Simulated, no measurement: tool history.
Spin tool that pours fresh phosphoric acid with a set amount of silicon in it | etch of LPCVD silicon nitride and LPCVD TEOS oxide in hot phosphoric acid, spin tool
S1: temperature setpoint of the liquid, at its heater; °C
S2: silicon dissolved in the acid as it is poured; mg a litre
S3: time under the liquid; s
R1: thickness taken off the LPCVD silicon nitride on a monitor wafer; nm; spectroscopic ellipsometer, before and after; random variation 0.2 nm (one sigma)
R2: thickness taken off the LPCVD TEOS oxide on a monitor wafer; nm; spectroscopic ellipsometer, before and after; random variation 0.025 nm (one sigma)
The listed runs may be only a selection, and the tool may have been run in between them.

Run 1, day 0.000: S1 161.0 °C, S2 16.5 mg a litre, S3 165 s. Result: R1 13.685 nm, R2 0.74328 nm.
Run 2, day 0.100: S1 163.0 °C, S2 16.5 mg a litre, S3 165 s. Result: R1 14.604 nm, R2 0.80745 nm.
Run 3, day 0.179: S1 163.0 °C, S2 19.0 mg a litre, S3 170 s. Result: R1 15.257 nm, R2 0.76859 nm.
Run 4, day 0.388: S1 161.0 °C, S2 19.0 mg a litre, S3 170 s. Result: R1 14.117 nm, R2 0.65407 nm.
Run 5, day 0.500: S1 161.0 °C, S2 11.0 mg a litre, S3 170 s. Result: R1 14.245 nm, R2 0.86690 nm.
Run 6, day 0.675: S1 161.5 °C, S2 13.5 mg a litre, S3 175 s. Result: R1 15.017 nm, R2 0.84719 nm.
Run 7, day 0.942: S1 162.0 °C, S2 15.5 mg a litre, S3 180 s. Result: R1 15.771 nm, R2 0.81384 nm.
Run 8, day 1.062: S1 162.5 °C, S2 17.0 mg a litre, S3 185 s. Result: R1 16.262 nm, R2 0.81101 nm.
Run 9, day 1.383: S1 162.5 °C, S2 18.0 mg a litre, S3 190 s. Result: R1 16.970 nm, R2 0.86096 nm.
Run 10, day 1.512: S1 163.0 °C, S2 28.5 mg a litre, S3 230 s. Result: R1 20.580 nm, R2 0.78696 nm.
Run 11, day 1.858: S1 163.0 °C, S2 29.0 mg a litre, S3 230 s. Result: R1 20.665 nm, R2 0.76870 nm.
Run 12, day 2.233: S1 163.0 °C, S2 29.5 mg a litre, S3 230 s. Result: R1 20.742 nm, R2 0.77607 nm.

Run 13 comes next. What will it give?
Run 13, day 2.608: S1 163.0 °C, S2 30.0 mg a litre, S3 230 s. Result: R1 ?, R2 ?.

{"run 13": {"R1": 20.608, "R2": 0.76907}}
